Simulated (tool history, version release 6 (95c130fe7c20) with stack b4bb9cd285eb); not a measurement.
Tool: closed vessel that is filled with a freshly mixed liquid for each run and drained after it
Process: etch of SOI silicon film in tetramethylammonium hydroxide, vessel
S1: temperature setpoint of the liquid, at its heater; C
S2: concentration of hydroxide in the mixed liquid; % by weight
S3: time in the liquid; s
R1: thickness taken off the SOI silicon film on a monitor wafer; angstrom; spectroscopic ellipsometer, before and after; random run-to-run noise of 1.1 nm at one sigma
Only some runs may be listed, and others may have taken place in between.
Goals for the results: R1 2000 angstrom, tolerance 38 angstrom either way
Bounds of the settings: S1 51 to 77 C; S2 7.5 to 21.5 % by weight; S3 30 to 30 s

run    day    S1    S2  S3      R1
  1      0    64  14.5  30  1352.6
  2  0.308    64    12  30  1446.5
  3  0.546  65.5    12  30  1597.2
  4  0.817  68.5    12  30  1906.1
  5  0.912    69    12  30  1954.1
     1.121  -- hydroxide flow meter replaced
  6  1.121    69    12  30  1903.7
  7  1.492    69    12  30  1885.4
  8   1.75  69.5    12  30  1933.1

Pick the move, out of 4, that brings all results within their allowed miss; only one does.
  A  2.008    72  14  30   ?
  B  2.008  70.5  14  30   ?
  C  2.008  70.5  13  30   ?
  D  2.008    71  15  30   ?

move      R1
   A  2114.3
   B  1937.3
   C  2007.6
   D  1922.3
A: the result that was furthest off in the last run now lies on the other side of its target
B: closer than the last run, but not yet in spec
C: in spec on every target
D: lands further from the targets than the last run did
Answer: C
